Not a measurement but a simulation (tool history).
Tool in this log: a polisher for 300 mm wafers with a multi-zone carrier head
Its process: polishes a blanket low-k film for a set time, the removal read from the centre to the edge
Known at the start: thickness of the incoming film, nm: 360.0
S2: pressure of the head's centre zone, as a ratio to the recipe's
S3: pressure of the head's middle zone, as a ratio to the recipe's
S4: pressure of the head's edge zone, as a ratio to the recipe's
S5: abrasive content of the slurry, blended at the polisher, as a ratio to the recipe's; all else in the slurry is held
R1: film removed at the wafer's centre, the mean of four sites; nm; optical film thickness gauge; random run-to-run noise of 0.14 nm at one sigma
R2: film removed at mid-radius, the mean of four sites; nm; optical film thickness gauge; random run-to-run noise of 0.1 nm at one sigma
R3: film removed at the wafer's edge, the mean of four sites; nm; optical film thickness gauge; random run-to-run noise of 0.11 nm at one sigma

Run 1, hour 0.0: flow of slurry (ml/min) 140, S2 1.00, S3 1.00, S4 1.00, S5 1.00, polishing time (s) 37. Result: R1 18.6380 nm, R2 17.6100 nm, R3 18.286 nm.
Run 2, hour 2.1: flow of slurry (ml/min) 140, S2 1.00, S3 1.05, S4 1.00, S5 1.00, polishing time (s) 37. Result: R1 18.2920 nm, R2 18.4260 nm, R3 18.245 nm.
Run 3, hour 9.0: flow of slurry (ml/min) 140, S2 1.08, S3 1.05, S4 1.00, S5 1.00, polishing time (s) 37. Result: R1 19.2520 nm, R2 18.4090 nm, R3 18.257 nm.
Run 4, hour 12.6: flow of slurry (ml/min) 135, S2 1.05, S3 1.05, S4 1.01, S5 0.95, polishing time (s) 36. Result: R1 18.0580 nm, R2 17.3950 nm, R3 17.654 nm.
Run 5, hour 18.2: flow of slurry (ml/min) 115, S2 1.05, S3 1.05, S4 1.01, S5 0.95, polishing time (s) 36. Result: R1 17.4840 nm, R2 17.1440 nm, R3 17.445 nm.
Run 6, hour 21.3: flow of slurry (ml/min) 110, S2 1.03, S3 1.05, S4 1.01, S5 0.90, polishing time (s) 35. Result: R1 16.3220 nm, R2 16.0570 nm, R3 16.215 nm.
Run 7, hour 23.2: flow of slurry (ml/min) 105, S2 1.00, S3 1.05, S4 1.02, S5 0.85, polishing time (s) 34. Result: R1 14.8060 nm, R2 15.4400 nm, R3 15.464 nm.
Run 8, hour 26.3: flow of slurry (ml/min) 100, S2 0.98, S3 1.04, S4 1.02, S5 0.80, polishing time (s) 33. Result: R1 13.9380 nm, R2 14.1930 nm, R3 14.504 nm.
Run 9, hour 27.8: flow of slurry (ml/min) 100, S2 0.96, S3 1.04, S4 1.03, S5 0.75, polishing time (s) 32. Result: R1 12.3600 nm, R2 13.5300 nm, R3 13.901 nm.
Run 10, hour 30.6: flow of slurry (ml/min) 100, S2 0.90, S3 0.94, S4 0.93, S5 0.50, polishing time (s) 29. Result: R1 9.0826 nm, R2 9.5363 nm, R3 10.149 nm.
Run 11, hour 33.6: flow of slurry (ml/min) 105, S2 0.90, S3 0.95, S4 0.94, S5 0.50, polishing time (s) 29. Result: R1 9.2118 nm, R2 9.6959 nm, R3 10.278 nm.
Run 12, hour 40.4: flow of slurry (ml/min) 110, S2 0.90, S3 0.96, S4 0.95, S5 0.50, polishing time (s) 29. Result: R1 9.3508 nm, R2 9.7248 nm, R3 10.527 nm.
Run 13, hour 49.0: flow of slurry (ml/min) 110, S2 0.90, S3 0.97, S4 0.95, S5 0.50, polishing time (s) 29. Result: R1 9.3309 nm, R2 9.8200 nm, R3 10.338 nm.
Run 14, hour 57.6: flow of slurry (ml/min) 110, S2 0.90, S3 0.97, S4 0.95, S5 0.50, polishing time (s) 29. Result: R1 9.2203 nm, R2 9.7433 nm, R3 10.299 nm.

Run 15 has not been measured yet. What should we expect?
Run 15, hour 63.6: flow of slurry (ml/min) 110, S2 0.90, S3 0.98, S4 0.96, S5 0.50, polishing time (s) 29. Result: R1 ?, R2 ?, R3 ?.

{"run 15": {"R1": 9.4652, "R2": 10.101, "R3": 10.519}}

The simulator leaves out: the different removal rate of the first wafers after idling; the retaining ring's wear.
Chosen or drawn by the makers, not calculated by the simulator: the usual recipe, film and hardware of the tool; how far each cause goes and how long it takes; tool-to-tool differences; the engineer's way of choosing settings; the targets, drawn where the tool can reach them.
